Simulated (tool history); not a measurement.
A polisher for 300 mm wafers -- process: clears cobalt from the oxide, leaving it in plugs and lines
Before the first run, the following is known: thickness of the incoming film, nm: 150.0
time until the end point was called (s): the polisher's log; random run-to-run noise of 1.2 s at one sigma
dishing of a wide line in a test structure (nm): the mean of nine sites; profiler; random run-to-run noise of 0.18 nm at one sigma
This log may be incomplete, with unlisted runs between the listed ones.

| run | hour | flow of slurry (ml/min) | pressure of the wafer on the pad (kPa) | speed of the pad under the wafer (cm/s) | overpolish time after the end point (s) | time until the end point was called (s) | dishing of a wide line in a test structure (nm) |
|---|---|---|---|---|---|---|---|
| 1 | 0.0 | 310 | 9.0 | 102 | 21 | 35.877 | 45.297 |
| 2 | 2.8 | 300 | 8.3 | 92 | 18 | 42.779 | 37.170 |
| 3 | 9.0 | 300 | 9.7 | 92 | 18 | 38.110 | 39.411 |
| 4 | 16.2 | 280 | 9.0 | 84 | 16 | 43.228 | 34.334 |
| 5 | 19.6 | 280 | 9.0 | 84 | 7 | 44.350 | 18.687 |
| 6 | 21.5 | 320 | 8.3 | 82 | 7 | 47.748 | 17.764 |
| 7 | 28.5 | 350 | 7.6 | 80 | 7 | 51.876 | 16.526 |
| 8 | 31.7 | 375 | 6.9 | 80 | 7 | 54.503 | 15.680 |
| 9 | 39.3 | 395 | 6.2 | 78 | 7 | 59.641 | 13.823 |
| 10 | 46.6 | 405 | 6.2 | 78 | 7 | 59.160 | 14.094 |
| 11 | 54.7 | 420 | 6.2 | 78 | 7 | 60.336 | 14.188 |
| 12 | 61.2 | 430 | 5.5 | 78 | 7 | 66.668 | 12.990 |

Run 13 is up next; what results do you expect?
| 13 | 70.2 | 440 | 5.5 | 76 | 7 | ? | ? |

time until the end point was called (s): 66.513
dishing of a wide line in a test structure (nm): 13.065

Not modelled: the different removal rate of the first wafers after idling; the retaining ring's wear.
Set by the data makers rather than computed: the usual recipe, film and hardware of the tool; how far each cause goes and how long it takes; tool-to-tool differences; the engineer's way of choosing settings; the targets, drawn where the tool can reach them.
